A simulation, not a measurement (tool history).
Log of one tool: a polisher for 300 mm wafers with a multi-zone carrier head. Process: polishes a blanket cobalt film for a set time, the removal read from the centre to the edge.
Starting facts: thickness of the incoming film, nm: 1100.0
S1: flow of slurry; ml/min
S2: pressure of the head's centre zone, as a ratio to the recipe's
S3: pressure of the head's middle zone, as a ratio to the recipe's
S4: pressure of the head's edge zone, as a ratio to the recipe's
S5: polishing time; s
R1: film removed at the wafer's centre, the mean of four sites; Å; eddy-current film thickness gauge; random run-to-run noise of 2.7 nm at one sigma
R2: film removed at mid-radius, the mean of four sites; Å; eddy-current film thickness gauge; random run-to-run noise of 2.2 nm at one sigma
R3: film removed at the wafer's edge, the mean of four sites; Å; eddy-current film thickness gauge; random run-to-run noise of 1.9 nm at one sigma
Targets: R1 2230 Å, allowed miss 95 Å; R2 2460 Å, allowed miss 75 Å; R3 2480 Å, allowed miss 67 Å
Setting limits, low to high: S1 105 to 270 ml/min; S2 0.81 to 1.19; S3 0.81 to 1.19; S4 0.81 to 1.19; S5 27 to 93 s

Run 1, hour 0: S1 175 ml/min, S2 1, S3 1, S4 1, S5 59 s. Result: R1 1875.1 Å, R2 1808.5 Å, R3 1786.1 Å.
Run 2, hour 3.1: S1 175 ml/min, S2 1, S3 1, S4 0.93, S5 59 s. Result: R1 1883.8 Å, R2 1846.3 Å, R3 1708.4 Å.
Run 3, hour 4.5: S1 180 ml/min, S2 0.99, S3 1.01, S4 0.96, S5 60 s. Result: R1 1825.4 Å, R2 1877.1 Å, R3 1792 Å.
Run 4, hour 7.8: S1 185 ml/min, S2 1, S3 1.02, S4 0.98, S5 61 s. Result: R1 1870.8 Å, R2 1940.1 Å, R3 1820.2 Å.
Run 5, hour 12: S1 185 ml/min, S2 0.92, S3 1.02, S4 0.98, S5 61 s. Result: R1 1745.5 Å, R2 1944.8 Å, R3 1839.5 Å.
Run 6, hour 13.2: S1 190 ml/min, S2 0.93, S3 1.02, S4 1, S5 62 s. Result: R1 1831.4 Å, R2 1963.7 Å, R3 1889.9 Å.
Run 7, hour 19.9: S1 190 ml/min, S2 0.93, S3 1.03, S4 1.02, S5 63 s. Result: R1 1833.2 Å, R2 2019.8 Å, R3 1927.2 Å.
Run 8, hour 22.3: S1 195 ml/min, S2 0.93, S3 1.03, S4 1.03, S5 64 s. Result: R1 1902.1 Å, R2 2037 Å, R3 1966.9 Å.
Run 9, hour 24.9: S1 210 ml/min, S2 0.88, S3 1.08, S4 1.13, S5 76 s. Result: R1 2163.5 Å, R2 2546.7 Å, R3 2485.8 Å.

Of the 4 settings listed for the next run, only one would bring every result within its allowed miss of target. Which one?
Run A, hour 27.5: S1 210 ml/min, S2 0.82, S3 1.01, S4 1.19, S5 78 s. Result: R1 ?, R2 ?, R3 ?.
Run B, hour 27.5: S1 205 ml/min, S2 0.85, S3 1.03, S4 1.19, S5 74 s. Result: R1 ?, R2 ?, R3 ?.
Run C, hour 27.5: S1 190 ml/min, S2 0.83, S3 1.11, S4 1.11, S5 79 s. Result: R1 ?, R2 ?, R3 ?.
Run D, hour 27.5: S1 235 ml/min, S2 0.92, S3 1.05, S4 1.16, S5 74 s. Result: R1 ?, R2 ?, R3 ?.

move      R1      R2      R3
   A  2083.4  2433.8  2616.7
   B  2035.5    2332  2476.1
   C  2102.6  2593.8  2530.3
   D  2231.1  2402.8  2474.9
A: corrects the largest miss of the last run, while another result sits out of spec
B: takes the result that was furthest off past its target
C: misses by more than the last run did
D: meets every target
D meets every target.

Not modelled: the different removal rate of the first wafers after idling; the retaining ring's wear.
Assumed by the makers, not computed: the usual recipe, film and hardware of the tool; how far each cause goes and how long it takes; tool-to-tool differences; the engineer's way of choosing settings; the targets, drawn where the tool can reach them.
